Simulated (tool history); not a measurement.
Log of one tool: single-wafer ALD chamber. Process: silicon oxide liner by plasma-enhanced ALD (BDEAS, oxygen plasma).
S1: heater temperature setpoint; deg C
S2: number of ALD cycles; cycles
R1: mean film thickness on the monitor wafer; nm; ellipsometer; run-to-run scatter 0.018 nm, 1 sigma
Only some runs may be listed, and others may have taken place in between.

{"run": 1, "hour": 0.0, "S1": 325, "S2": 73, "R1": 6.0852}
{"run": 2, "hour": 2.1, "S1": 330, "S2": 73, "R1": 6.0671}
{"run": 3, "hour": 3.1, "S1": 336, "S2": 73, "R1": 5.9757}
{"run": 4, "hour": 11.7, "S1": 338, "S2": 71, "R1": 5.8262}
{"run": 5, "hour": 15.6, "S1": 339, "S2": 70, "R1": 5.7352}
{"run": 6, "hour": 22.8, "S1": 339, "S2": 64, "R1": 5.2387}
{"run": 7, "hour": 26.9, "S1": 337, "S2": 65, "R1": 5.3429}
{"run": 8, "hour": 35.0, "S1": 336, "S2": 65, "R1": 5.3444}
{"run": 9, "hour": 38.8, "S1": 335, "S2": 65, "R1": 5.3221}

What will run 10 give?
{"run": 10, "hour": 46.5, "S1": 335, "S2": 65, "R1": "?"}

{"run 10": {"R1": 5.3539}}
